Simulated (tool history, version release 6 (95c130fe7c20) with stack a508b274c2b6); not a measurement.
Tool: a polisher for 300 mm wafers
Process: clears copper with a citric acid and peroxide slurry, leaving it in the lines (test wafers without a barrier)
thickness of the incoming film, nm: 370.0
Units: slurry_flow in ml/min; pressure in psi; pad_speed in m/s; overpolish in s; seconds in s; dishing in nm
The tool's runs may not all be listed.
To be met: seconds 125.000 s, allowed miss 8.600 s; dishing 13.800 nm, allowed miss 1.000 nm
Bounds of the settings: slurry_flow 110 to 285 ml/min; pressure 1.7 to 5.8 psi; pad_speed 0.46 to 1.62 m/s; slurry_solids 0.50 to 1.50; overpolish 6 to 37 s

run,hour,slurry_flow,pressure,pad_speed,slurry_solids,overpolish,seconds,dishing
1,0.0,180,3.7,1.04,1.00,19,119.340,43.820
2,7.3,180,3.7,1.04,1.10,19,114.440,44.110
3,14.7,180,3.4,1.06,1.15,17,120.690,39.156
4,16.9,180,4.3,1.06,1.15,17,100.320,46.715
# hour 17.7: slurry blender recalibrated
5,17.7,180,4.3,1.06,1.15,13,91.510,38.800
6,25.4,185,4.1,1.02,1.05,12,97.955,32.692
7,26.2,200,3.9,1.00,0.95,11,108.230,27.444
8,27.2,215,3.9,0.98,0.90,10,107.720,24.523
9,32.1,225,3.8,0.98,0.85,9,113.630,22.469
10,33.5,175,2.8,1.04,1.10,6,132.550,13.112

Which of these 4 next moves meets every target?
A,34.9,200,2.0,1.20,1.25,6,?,?
B,34.9,170,3.1,0.88,1.10,7,?,?
C,34.9,165,2.4,1.26,1.20,6,?,?
D,34.9,140,3.2,0.88,1.25,7,?,?

move,seconds,dishing
A,141.550,11.993
B,144.940,13.676
C,123.050,13.757
D,143.040,13.857
A: further off than the last run
B: further off than the last run
C: meets every target
D: further off than the last run
Answer: C
